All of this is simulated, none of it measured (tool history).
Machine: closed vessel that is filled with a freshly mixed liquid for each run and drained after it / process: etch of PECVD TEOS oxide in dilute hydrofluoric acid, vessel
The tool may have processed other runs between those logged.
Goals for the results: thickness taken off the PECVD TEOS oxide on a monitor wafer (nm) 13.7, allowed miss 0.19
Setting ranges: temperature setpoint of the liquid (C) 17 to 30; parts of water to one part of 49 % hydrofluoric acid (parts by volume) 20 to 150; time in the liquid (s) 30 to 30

run,hour,temperature setpoint of the liquid (C),parts of water to one part of 49 % hydrofluoric acid (parts by volume),time in the liquid (s),thickness taken off the PECVD TEOS oxide on a monitor wafer (nm)
1,0,22,85,30,3.7526
2,7.3,22,105,30,2.9542
3,10.4,22,125,30,2.4252
4,18.4,25.5,125,30,2.7901
# hour 25.4: hydrofluoric acid flow meter replaced
5,25.4,22,125,30,2.2402
6,31,22,105,30,2.7223
7,36.6,24.5,80,30,4.0818
8,43.3,28.5,50,30,7.9702
9,52.5,29,40,30,10.35
10,58.3,29.5,35,30,12.112

Which of these 5 next moves meets every target?
A,64.1,28,30,30,?
B,64.1,27.5,30,30,?
C,64.1,29,40,30,?
D,64.1,28.5,30,30,?
E,64.1,30,40,30,?

move,thickness taken off the PECVD TEOS oxide on a monitor wafer (nm)
A,13.388
B,13.119
C,10.297
D,13.663
E,10.715
A: gains on the last run, yet a result remains outside its allowed miss
B: gains on the last run, yet a result remains outside its allowed miss
C: its largest miss is bigger than the last run's
D: in spec on every target
E: its largest miss is bigger than the last run's
The move that meets every target is D.
